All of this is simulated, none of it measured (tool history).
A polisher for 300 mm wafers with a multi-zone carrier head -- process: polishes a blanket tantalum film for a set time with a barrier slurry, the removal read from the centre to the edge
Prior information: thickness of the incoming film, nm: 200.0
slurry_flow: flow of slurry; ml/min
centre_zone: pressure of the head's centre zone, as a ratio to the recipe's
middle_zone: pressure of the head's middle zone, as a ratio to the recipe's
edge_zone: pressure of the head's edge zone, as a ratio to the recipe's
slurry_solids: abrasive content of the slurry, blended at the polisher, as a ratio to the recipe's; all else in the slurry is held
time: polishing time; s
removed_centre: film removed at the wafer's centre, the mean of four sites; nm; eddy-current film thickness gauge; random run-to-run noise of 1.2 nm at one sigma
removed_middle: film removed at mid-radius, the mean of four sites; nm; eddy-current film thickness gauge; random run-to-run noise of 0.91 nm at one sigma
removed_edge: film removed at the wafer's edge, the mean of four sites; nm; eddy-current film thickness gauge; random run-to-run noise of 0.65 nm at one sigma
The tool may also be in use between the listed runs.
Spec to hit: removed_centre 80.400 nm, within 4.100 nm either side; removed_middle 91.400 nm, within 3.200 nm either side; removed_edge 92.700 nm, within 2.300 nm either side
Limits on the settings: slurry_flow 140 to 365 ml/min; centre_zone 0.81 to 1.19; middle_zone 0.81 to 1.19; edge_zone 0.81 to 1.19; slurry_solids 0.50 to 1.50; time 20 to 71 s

| run | hour | slurry_flow | centre_zone | middle_zone | edge_zone | slurry_solids | time | removed_centre | removed_middle | removed_edge |
|---|---|---|---|---|---|---|---|---|---|---|
| 1 | 0.0 | 235 | 1.00 | 1.00 | 1.00 | 1.00 | 45 | 72.354 | 70.463 | 72.897 |
| 2 | 8.2 | 245 | 0.99 | 1.03 | 1.04 | 1.10 | 45 | 72.666 | 73.716 | 75.536 |
| 3 | 12.9 | 250 | 0.98 | 1.05 | 1.07 | 1.20 | 46 | 74.403 | 77.643 | 81.174 |
| 4 | 16.8 | 250 | 0.98 | 1.05 | 1.07 | 1.05 | 46 | 73.749 | 76.238 | 77.390 |
| 5 | 24.8 | 250 | 0.98 | 0.98 | 1.07 | 1.05 | 46 | 70.221 | 72.772 | 78.257 |
| 6 | 30.7 | 250 | 0.98 | 0.91 | 1.07 | 1.05 | 46 | 73.630 | 69.441 | 77.642 |
| 7 | 39.5 | 260 | 0.98 | 0.97 | 1.08 | 1.15 | 46 | 74.355 | 73.986 | 79.701 |
| 8 | 40.4 | 290 | 0.97 | 1.07 | 1.16 | 1.40 | 48 | 82.082 | 87.379 | 91.885 |

Which one of the following 4 next-run settings gets every result inside its allowed miss? There is exactly one.
| A | 41.3 | 260 | 1.01 | 1.03 | 1.15 | 1.40 | 49 | ? | ? | ? |
| B | 41.3 | 285 | 0.96 | 1.00 | 1.19 | 1.50 | 48 | ? | ? | ? |
| C | 41.3 | 365 | 1.00 | 1.19 | 1.02 | 1.45 | 47 | ? | ? | ? |
| D | 41.3 | 295 | 0.94 | 1.10 | 1.15 | 1.25 | 50 | ? | ? | ? |

| move | removed_centre | removed_middle | removed_edge |
|---|---|---|---|
| A | 84.586 | 85.169 | 92.292 |
| B | 81.599 | 83.244 | 93.983 |
| C | 83.832 | 95.889 | 85.648 |
| D | 80.821 | 90.763 | 92.621 |
A: its largest miss is bigger than the last run's
B: its largest miss is bigger than the last run's
C: moves the result that the last run missed by most past its target, out the other side
D: every result lands within tolerance
D is the move that brings every result within its allowed miss.
